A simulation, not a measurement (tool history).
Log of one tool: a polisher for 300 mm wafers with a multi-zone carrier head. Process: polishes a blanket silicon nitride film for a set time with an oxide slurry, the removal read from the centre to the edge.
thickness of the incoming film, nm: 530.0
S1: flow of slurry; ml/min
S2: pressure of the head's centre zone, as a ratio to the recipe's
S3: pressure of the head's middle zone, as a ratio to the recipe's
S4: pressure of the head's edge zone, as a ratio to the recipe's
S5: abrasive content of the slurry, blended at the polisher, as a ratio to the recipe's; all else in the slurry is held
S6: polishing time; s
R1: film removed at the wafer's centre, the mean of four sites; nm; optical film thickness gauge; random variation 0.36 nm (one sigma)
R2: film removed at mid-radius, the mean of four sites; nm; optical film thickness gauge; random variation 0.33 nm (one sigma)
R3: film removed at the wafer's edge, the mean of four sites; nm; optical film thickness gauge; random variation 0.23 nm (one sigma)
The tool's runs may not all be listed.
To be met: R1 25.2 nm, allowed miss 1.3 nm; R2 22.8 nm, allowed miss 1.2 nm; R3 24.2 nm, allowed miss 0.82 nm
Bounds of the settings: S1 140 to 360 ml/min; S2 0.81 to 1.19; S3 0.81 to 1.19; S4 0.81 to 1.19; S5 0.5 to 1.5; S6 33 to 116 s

run,hour,S1,S2,S3,S4,S5,S6,R1,R2,R3
1,0,230,1,1,1,1,74,33.806,34.014,33.311
2,5.9,225,1,0.97,0.98,0.85,73,30.598,29.361,29.291
3,7.4,180,1,0.97,0.98,0.85,73,29.394,28.559,28.499
4,8.4,140,1,0.97,0.98,0.85,73,27.133,26.899,27.583
5,16.6,140,1,0.95,0.96,0.8,73,25.415,25.544,26.763
6,18.7,150,1.02,0.94,0.95,0.75,73,26.113,24.275,25.436
7,26.3,150,1.02,0.93,0.94,0.75,73,26.271,24.159,25.413
8,32.7,150,1.02,0.92,0.93,0.75,73,26.103,24.281,25.798

Which of these 4 next moves meets every target?
A,39.1,200,0.95,0.82,0.83,0.8,72,?,?,?
B,39.1,140,1.02,0.81,0.93,0.8,72,?,?,?
C,39.1,145,1.01,0.91,0.97,0.8,74,?,?,?
D,39.1,160,1.03,0.91,0.94,1,57,?,?,?

move,R1,R2,R3
A,26.725,24.343,26.368
B,26.174,22.393,25.96
C,26.956,25.551,27.201
D,24.758,22.999,24.067
A: further off than the last run
B: further off than the last run
C: further off than the last run
D: meets every target
Answer: D

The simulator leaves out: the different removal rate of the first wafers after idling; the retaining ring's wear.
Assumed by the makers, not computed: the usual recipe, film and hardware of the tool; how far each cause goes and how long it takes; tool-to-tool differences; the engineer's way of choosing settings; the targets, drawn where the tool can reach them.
